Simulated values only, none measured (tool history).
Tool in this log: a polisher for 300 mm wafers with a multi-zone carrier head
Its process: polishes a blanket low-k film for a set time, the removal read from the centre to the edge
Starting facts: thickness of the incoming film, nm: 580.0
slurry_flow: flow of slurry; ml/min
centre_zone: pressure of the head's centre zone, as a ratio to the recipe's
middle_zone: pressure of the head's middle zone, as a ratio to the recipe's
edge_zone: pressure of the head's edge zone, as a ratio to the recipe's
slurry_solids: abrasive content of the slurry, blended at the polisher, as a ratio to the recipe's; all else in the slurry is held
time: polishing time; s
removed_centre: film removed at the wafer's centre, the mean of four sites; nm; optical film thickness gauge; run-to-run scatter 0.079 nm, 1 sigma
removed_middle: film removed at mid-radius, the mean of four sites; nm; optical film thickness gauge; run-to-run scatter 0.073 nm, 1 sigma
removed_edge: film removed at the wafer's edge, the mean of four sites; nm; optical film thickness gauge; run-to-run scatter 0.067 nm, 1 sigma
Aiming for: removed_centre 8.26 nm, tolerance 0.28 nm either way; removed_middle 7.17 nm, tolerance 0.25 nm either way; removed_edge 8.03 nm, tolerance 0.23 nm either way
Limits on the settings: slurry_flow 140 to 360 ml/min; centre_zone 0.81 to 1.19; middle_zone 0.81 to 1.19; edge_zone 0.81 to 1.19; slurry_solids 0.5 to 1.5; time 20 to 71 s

| run | hour | slurry_flow | centre_zone | middle_zone | edge_zone | slurry_solids | time | removed_centre | removed_middle | removed_edge |
|---|---|---|---|---|---|---|---|---|---|---|
| 1 | 0 | 230 | 1 | 1 | 1 | 1 | 45 | 12.652 | 12.182 | 12.406 |
| 2 | 3.5 | 230 | 1 | 0.95 | 1 | 1 | 45 | 12.394 | 12.017 | 12.421 |
| 3 | 7.2 | 230 | 1 | 0.95 | 1.03 | 1 | 45 | 12.552 | 12.11 | 12.654 |
| 4 | 12.1 | 210 | 1.02 | 0.9 | 1.02 | 0.85 | 42 | 10.662 | 9.6424 | 10.089 |
| 5 | 17.1 | 210 | 1.02 | 0.9 | 1.02 | 1.05 | 42 | 12.082 | 11.259 | 11.929 |
| 6 | 24.7 | 210 | 1.02 | 0.85 | 1.02 | 1.05 | 42 | 11.945 | 10.579 | 11.793 |
| 7 | 25.7 | 225 | 1 | 0.84 | 1.02 | 0.85 | 42 | 10.353 | 9.4731 | 10.489 |
| 8 | 33 | 225 | 1 | 0.84 | 1.02 | 0.85 | 42 | 10.399 | 9.2448 | 10.324 |
| 9 | 37.5 | 185 | 1 | 0.81 | 0.95 | 0.6 | 39 | 6.7644 | 6.0512 | 6.5689 |
| 10 | 45.9 | 185 | 1 | 0.81 | 0.95 | 0.6 | 39 | 6.8154 | 5.9997 | 6.5957 |
| 11 | 54.5 | 220 | 1 | 0.81 | 0.97 | 0.6 | 39 | 6.8602 | 6.099 | 6.8301 |
| 12 | 60.7 | 220 | 1.02 | 0.83 | 1.01 | 0.6 | 39 | 7.0094 | 6.1694 | 6.8133 |
| 13 | 65.8 | 225 | 1.03 | 0.84 | 1.05 | 0.65 | 39 | 7.8382 | 6.7011 | 7.5804 |
| 14 | 71.1 | 280 | 1.02 | 0.87 | 1.08 | 0.65 | 39 | 7.8371 | 7.0314 | 7.8529 |

Exactly one of the 4 candidate moves below puts every result within its allowed miss. Which one?
| A | 76.4 | 260 | 1.03 | 0.83 | 1.04 | 0.7 | 38 | ? | ? | ? |
| B | 76.4 | 255 | 1 | 0.97 | 0.98 | 0.6 | 41 | ? | ? | ? |
| C | 76.4 | 305 | 0.98 | 0.92 | 1.04 | 0.7 | 36 | ? | ? | ? |
| D | 76.4 | 185 | 1.15 | 0.81 | 1.15 | 0.5 | 57 | ? | ? | ? |

| move | removed_centre | removed_middle | removed_edge |
|---|---|---|---|
| A | 8.3103 | 7.204 | 8.0579 |
| B | 7.348 | 7.1012 | 7.1782 |
| C | 7.6071 | 7.2883 | 7.709 |
| D | 8.7609 | 6.7389 | 7.9947 |
A: every result within its allowed miss
B: lands further from the targets than the last run did
C: lands further from the targets than the last run did
D: takes the biggest miss from the last run beyond its target
The move that meets every target is A.

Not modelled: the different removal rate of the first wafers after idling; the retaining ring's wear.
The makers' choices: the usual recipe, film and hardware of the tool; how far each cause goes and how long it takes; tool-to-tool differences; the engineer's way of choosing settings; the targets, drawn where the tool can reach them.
